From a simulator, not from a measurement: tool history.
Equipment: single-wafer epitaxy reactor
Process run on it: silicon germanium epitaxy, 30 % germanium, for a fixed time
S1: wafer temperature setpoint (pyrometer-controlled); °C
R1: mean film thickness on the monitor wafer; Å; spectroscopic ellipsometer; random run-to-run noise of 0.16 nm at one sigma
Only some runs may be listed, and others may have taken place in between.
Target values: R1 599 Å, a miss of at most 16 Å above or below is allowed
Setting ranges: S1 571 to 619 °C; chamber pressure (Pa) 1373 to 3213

run 1 hour=0 | S1=595 chamber_pressure_(Pa)=2293 | R1=426.1
run 2 hour=2.9 | S1=599 chamber_pressure_(Pa)=2306 | R1=458.76
run 3 hour=11.7 | S1=602 chamber_pressure_(Pa)=2320 | R1=481.15
run 4 hour=16.9 | S1=596 chamber_pressure_(Pa)=2320 | R1=436.48
run 5 hour=25.3 | S1=596 chamber_pressure_(Pa)=2506 | R1=447.61
run 6 hour=27.7 | S1=596 chamber_pressure_(Pa)=2226 | R1=428.61
run 7 hour=29.9 | S1=600 chamber_pressure_(Pa)=2240 | R1=459.68
run 8 hour=30.8 | S1=603 chamber_pressure_(Pa)=2253 | R1=483.39
-- hour=39.6 pyrometer calibrated
run 9 hour=39.6 | S1=605 chamber_pressure_(Pa)=2266 | R1=546.27
run 10 hour=45.4 | S1=606 chamber_pressure_(Pa)=2266 | R1=556.93

5 candidate next runs follow, results not yet known. Just one meets every target within its allowed miss. Identify it.
run A hour=51.2 | S1=601 chamber_pressure_(Pa)=2280 | R1=?
run B hour=51.2 | S1=611 chamber_pressure_(Pa)=2306 | R1=?
run C hour=51.2 | S1=600 chamber_pressure_(Pa)=2786 | R1=?
run D hour=51.2 | S1=602 chamber_pressure_(Pa)=2400 | R1=?
run E hour=51.2 | S1=600 chamber_pressure_(Pa)=2306 | R1=?

move=A R1=511.42
move=B R1=602.11
move=C R1=541.48
move=D R1=529.45
move=E R1=505.39
A: its largest miss is bigger than the last run's
B: in spec on every target
C: its largest miss is bigger than the last run's
D: its largest miss is bigger than the last run's
E: its largest miss is bigger than the last run's
B meets every target.

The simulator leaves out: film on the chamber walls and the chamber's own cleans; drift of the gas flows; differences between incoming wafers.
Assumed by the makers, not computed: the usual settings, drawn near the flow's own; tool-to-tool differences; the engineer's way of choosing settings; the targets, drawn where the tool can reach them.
